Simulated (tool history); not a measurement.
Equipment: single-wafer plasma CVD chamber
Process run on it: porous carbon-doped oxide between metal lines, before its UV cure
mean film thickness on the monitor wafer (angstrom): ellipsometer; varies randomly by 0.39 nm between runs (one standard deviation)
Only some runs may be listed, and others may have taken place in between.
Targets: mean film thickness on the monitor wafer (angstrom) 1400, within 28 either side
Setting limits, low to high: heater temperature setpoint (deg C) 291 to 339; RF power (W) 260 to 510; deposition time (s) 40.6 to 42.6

run  hour  heater temperature setpoint (deg C)  RF power (W)  deposition time (s)  mean film thickness on the monitor wafer (angstrom)
  1     0                                  315           385                 42.6                                               1607.1
  2   5.4                                  319           380                 42.6                                               1556.5
  3   9.5                                  319           380                 40.6                                               1483.4
  4  16.4                                  321           380                 40.6                                               1467.7
  5  22.9                                  322           380                 40.6                                               1463.1
  6    30                                  322           380                 42.6                                               1527.4
  7  33.5                                  325           380                 42.6                                               1514.4
  8  35.8                                  327           375                 42.6                                               1487.4
  9  36.5                                  329           370                 42.6                                               1450.4
 10  38.2                                  330           370                 42.6                                               1449.3
 11  39.4                                  331           370                 42.6                                               1439.3
 12  41.5                                  332           370                 42.6                                               1431.8

5 next moves are on the table. One of them brings every result within its allowed miss. Which?
  A  43.6                                  331           345                 41.7                                                    ?
  B  43.6                                  327           370                 42.6                                                    ?
  C  43.6                                  325           390                 40.7                                                    ?
  D  43.6                                  339           425                 41.7                                                    ?
  E  43.6                                  332           360                 42.6                                                    ?

move  mean film thickness on the monitor wafer (angstrom)
   A                                                 1349
   B                                                 1467
   C                                               1464.5
   D                                               1467.9
   E                                               1405.6
A: moves the result that the last run missed by most past its target, out the other side
B: further off than the last run
C: further off than the last run
D: further off than the last run
E: all results land within tolerance of their targets
Move E is the one to make.
